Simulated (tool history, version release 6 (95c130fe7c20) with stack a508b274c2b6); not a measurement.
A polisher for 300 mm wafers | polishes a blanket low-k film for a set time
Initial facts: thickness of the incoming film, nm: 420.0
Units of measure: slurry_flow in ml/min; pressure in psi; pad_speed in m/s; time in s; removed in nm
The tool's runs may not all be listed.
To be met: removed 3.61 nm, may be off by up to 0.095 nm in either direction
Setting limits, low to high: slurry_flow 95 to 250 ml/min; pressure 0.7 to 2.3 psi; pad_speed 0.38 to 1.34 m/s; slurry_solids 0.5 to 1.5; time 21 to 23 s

run 1 hour=0 | slurry_flow=160 pressure=1.5 pad_speed=0.86 slurry_solids=1 time=23 | removed=6.1206
run 2 hour=7.9 | slurry_flow=160 pressure=1.5 pad_speed=0.86 slurry_solids=1.1 time=23 | removed=6.4766
run 3 hour=9.7 | slurry_flow=155 pressure=1.3 pad_speed=0.86 slurry_solids=1.1 time=23 | removed=5.6021
run 4 hour=15.4 | slurry_flow=150 pressure=1.1 pad_speed=0.86 slurry_solids=1.1 time=23 | removed=4.6833
run 5 hour=22 | slurry_flow=175 pressure=1.1 pad_speed=0.86 slurry_solids=1.1 time=23 | removed=4.8684
run 6 hour=24.6 | slurry_flow=165 pressure=1 pad_speed=0.86 slurry_solids=1.1 time=23 | removed=4.418
run 7 hour=31.4 | slurry_flow=155 pressure=0.9 pad_speed=0.86 slurry_solids=1.1 time=23 | removed=3.9178
run 8 hour=37.1 | slurry_flow=145 pressure=0.9 pad_speed=0.86 slurry_solids=1.1 time=23 | removed=3.921
run 9 hour=39.1 | slurry_flow=135 pressure=0.9 pad_speed=0.86 slurry_solids=1.1 time=23 | removed=3.8152
run 10 hour=43 | slurry_flow=130 pressure=0.9 pad_speed=0.86 slurry_solids=1.1 time=23 | removed=3.7897
run 11 hour=47.3 | slurry_flow=125 pressure=0.9 pad_speed=0.86 slurry_solids=1.1 time=23 | removed=3.716

Which one of the following 5 next-run settings gets every result inside its allowed miss? There is exactly one.
run A hour=51.6 | slurry_flow=130 pressure=1 pad_speed=0.8 slurry_solids=1.1 time=22 | removed=?
run B hour=51.6 | slurry_flow=100 pressure=0.9 pad_speed=0.9 slurry_solids=1.2 time=23 | removed=?
run C hour=51.6 | slurry_flow=160 pressure=0.8 pad_speed=0.98 slurry_solids=1.1 time=23 | removed=?
run D hour=51.6 | slurry_flow=135 pressure=1 pad_speed=0.9 slurry_solids=0.9 time=21 | removed=?
run E hour=51.6 | slurry_flow=135 pressure=1.2 pad_speed=0.68 slurry_solids=1.05 time=21 | removed=?

move=A removed=3.7916
move=B removed=3.7689
move=C removed=3.8374
move=D removed=3.5655
move=E removed=3.8189
A: lands further from the targets than the last run did
B: lands further from the targets than the last run did
C: lands further from the targets than the last run did
D: every result within its allowed miss
E: lands further from the targets than the last run did
The move that meets every target is D.

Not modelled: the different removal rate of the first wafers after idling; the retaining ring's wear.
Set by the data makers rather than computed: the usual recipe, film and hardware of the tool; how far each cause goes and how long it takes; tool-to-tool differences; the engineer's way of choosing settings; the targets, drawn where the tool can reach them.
